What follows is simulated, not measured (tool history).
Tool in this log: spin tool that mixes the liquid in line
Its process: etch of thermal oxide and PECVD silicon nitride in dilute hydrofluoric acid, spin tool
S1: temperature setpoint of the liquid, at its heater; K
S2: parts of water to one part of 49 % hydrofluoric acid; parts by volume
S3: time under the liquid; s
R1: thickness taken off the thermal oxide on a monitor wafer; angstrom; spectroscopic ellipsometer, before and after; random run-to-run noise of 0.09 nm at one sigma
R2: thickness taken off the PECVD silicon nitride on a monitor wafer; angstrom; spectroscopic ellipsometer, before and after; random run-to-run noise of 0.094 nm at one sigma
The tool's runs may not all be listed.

run,hour,S1,S2,S3,R1,R2
1,0,297.15,45,180,206.92,229.15
2,4.2,297.15,45,240,281.76,304.48
3,7.4,297.15,55,240,220.99,244.86
4,12.3,295.65,55,240,211.99,222.89
5,20.6,294.65,60,240,183.01,189.72
6,28,296.65,60,240,199.99,220.83

Run 7, settings as shown, results not yet in. Your forecast:
7,33.6,295.65,60,240,?,?

For run 7 the tool returned R1 189.77 angstrom, R2 203.06 angstrom.
